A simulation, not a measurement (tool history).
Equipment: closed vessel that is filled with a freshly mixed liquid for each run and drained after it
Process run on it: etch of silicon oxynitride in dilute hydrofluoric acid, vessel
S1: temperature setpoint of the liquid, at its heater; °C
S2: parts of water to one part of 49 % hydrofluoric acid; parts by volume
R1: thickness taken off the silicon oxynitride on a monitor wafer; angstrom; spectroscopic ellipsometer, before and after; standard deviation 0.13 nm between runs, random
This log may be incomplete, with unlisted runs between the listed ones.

run 1 day=0 | S1=21 S2=130 time_in_the_liquid_(s)=2770 | R1=296.52
run 2 day=0.283 | S1=21 S2=130 time_in_the_liquid_(s)=2770 | R1=295.02
run 3 day=0.425 | S1=21 S2=150 time_in_the_liquid_(s)=2770 | R1=253.16
run 4 day=0.771 | S1=21 S2=125 time_in_the_liquid_(s)=2770 | R1=309.24
run 5 day=0.842 | S1=21 S2=95 time_in_the_liquid_(s)=2770 | R1=415.61
run 6 day=1.133 | S1=20.5 S2=100 time_in_the_liquid_(s)=2770 | R1=383.86

Run 7 is up next; what results do you expect?
run 7 day=1.488 | S1=20 S2=105 time_in_the_liquid_(s)=2770 | R1=?

R1: 355.3 angstrom
